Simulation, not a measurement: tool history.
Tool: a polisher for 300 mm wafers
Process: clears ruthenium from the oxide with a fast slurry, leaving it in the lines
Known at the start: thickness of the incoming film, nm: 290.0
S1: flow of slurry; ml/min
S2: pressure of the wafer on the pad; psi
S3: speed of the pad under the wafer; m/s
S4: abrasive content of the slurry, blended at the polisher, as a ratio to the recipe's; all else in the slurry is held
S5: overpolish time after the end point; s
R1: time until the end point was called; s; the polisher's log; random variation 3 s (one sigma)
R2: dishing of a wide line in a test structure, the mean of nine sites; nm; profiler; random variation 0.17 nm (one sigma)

Run 1, hour 0: S1 300 ml/min, S2 2.5 psi, S3 0.8 m/s, S4 1, S5 8 s. Result: R1 79.929 s, R2 16.859 nm.
Run 2, hour 3.5: S1 300 ml/min, S2 2.5 psi, S3 0.8 m/s, S4 1, S5 6 s. Result: R1 75.025 s, R2 14.713 nm.
Run 3, hour 6.3: S1 300 ml/min, S2 2.7 psi, S3 0.8 m/s, S4 1, S5 6 s. Result: R1 73.125 s, R2 14.719 nm.
Run 4, hour 11.8: S1 300 ml/min, S2 2.7 psi, S3 0.9 m/s, S4 1, S5 6 s. Result: R1 64.351 s, R2 15.772 nm.
Run 5, hour 13.9: S1 300 ml/min, S2 3 psi, S3 0.9 m/s, S4 1, S5 6 s. Result: R1 60.759 s, R2 17.618 nm.
Run 6, hour 18.3: S1 295 ml/min, S2 2.8 psi, S3 0.82 m/s, S4 0.95, S5 6 s. Result: R1 71.565 s, R2 14.522 nm.
Run 7, hour 21.2: S1 295 ml/min, S2 2.6 psi, S3 0.76 m/s, S4 0.95, S5 6 s. Result: R1 80.085 s, R2 13.579 nm.
Run 8, hour 30.2: S1 285 ml/min, S2 1.9 psi, S3 0.54 m/s, S4 0.85, S5 4 s. Result: R1 157.46 s, R2 5.9565 nm.
Run 9, hour 38.5: S1 285 ml/min, S2 1.8 psi, S3 0.54 m/s, S4 0.85, S5 4 s. Result: R1 160.72 s, R2 5.5841 nm.
Run 10, hour 43.4: S1 285 ml/min, S2 1.7 psi, S3 0.54 m/s, S4 0.85, S5 5 s. Result: R1 173.38 s, R2 6.6608 nm.

The next listed run, before its measurement:
Run 11, hour 48.7: S1 285 ml/min, S2 1.5 psi, S3 0.54 m/s, S4 0.85, S5 5 s. Result: R1 ?, R2 ?.

Run 11 gave R1 191.2 s, R2 6.1004 nm.

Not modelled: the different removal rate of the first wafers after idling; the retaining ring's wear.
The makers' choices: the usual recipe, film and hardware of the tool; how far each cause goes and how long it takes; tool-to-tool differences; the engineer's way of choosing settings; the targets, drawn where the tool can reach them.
